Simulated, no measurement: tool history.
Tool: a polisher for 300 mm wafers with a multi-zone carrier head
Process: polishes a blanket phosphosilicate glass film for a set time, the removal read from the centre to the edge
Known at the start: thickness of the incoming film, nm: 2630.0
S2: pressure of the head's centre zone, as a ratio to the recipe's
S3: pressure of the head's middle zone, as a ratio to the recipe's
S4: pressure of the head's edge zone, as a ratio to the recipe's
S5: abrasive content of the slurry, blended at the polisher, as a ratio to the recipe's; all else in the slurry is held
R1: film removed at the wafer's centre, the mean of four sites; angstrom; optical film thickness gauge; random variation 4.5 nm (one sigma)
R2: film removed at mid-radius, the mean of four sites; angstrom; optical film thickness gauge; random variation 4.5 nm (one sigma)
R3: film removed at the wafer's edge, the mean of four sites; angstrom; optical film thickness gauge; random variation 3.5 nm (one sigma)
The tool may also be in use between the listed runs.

{"run": 1, "hour": 0.0, "flow of slurry (ml/min)": 150, "S2": 1, "S3": 1, "S4": 1, "S5": 1, "polishing time (s)": 59, "R1": 3627, "R2": 3617.3, "R3": 3743.2}
{"run": 2, "hour": 3.8, "flow of slurry (ml/min)": 155, "S2": 1, "S3": 1.02, "S4": 1.02, "S5": 1.05, "polishing time (s)": 59, "R1": 3726.9, "R2": 3758.5, "R3": 3846.9}
{"run": 3, "hour": 10.7, "flow of slurry (ml/min)": 155, "S2": 1, "S3": 1.02, "S4": 0.95, "S5": 1.05, "polishing time (s)": 59, "R1": 3728.3, "R2": 3787.8, "R3": 3689.5}
{"run": 4, "hour": 11.9, "flow of slurry (ml/min)": 155, "S2": 1, "S3": 1.1, "S4": 0.95, "S5": 1.05, "polishing time (s)": 59, "R1": 3757.4, "R2": 3966.2, "R3": 3684.6}
{"run": 5, "hour": 15.2, "flow of slurry (ml/min)": 155, "S2": 1, "S3": 1.1, "S4": 0.95, "S5": 1.2, "polishing time (s)": 59, "R1": 3873.3, "R2": 4217.8, "R3": 3805.1}
{"run": 6, "hour": 19.0, "flow of slurry (ml/min)": 160, "S2": 1, "S3": 1.1, "S4": 0.98, "S5": 1.2, "polishing time (s)": 59, "R1": 3930.2, "R2": 4221.5, "R3": 3976.4}
{"run": 7, "hour": 24.8, "flow of slurry (ml/min)": 165, "S2": 1, "S3": 1.11, "S4": 1, "S5": 1.2, "polishing time (s)": 59, "R1": 4010.6, "R2": 4234.3, "R3": 3986.8}
{"run": 8, "hour": 28.6, "flow of slurry (ml/min)": 180, "S2": 0.9, "S3": 1.11, "S4": 1.1, "S5": 1.45, "polishing time (s)": 60, "R1": 3847.7, "R2": 4645.3, "R3": 4580.1}

Run 9 comes next. What will it give?
{"run": 9, "hour": 37.4, "flow of slurry (ml/min)": 185, "S2": 0.91, "S3": 1.11, "S4": 1.1, "S5": 1.45, "polishing time (s)": 60, "R1": "?", "R2": "?", "R3": "?"}

Run 9 gave R1 3915.2 angstrom, R2 4717.4 angstrom, R3 4539.5 angstrom.

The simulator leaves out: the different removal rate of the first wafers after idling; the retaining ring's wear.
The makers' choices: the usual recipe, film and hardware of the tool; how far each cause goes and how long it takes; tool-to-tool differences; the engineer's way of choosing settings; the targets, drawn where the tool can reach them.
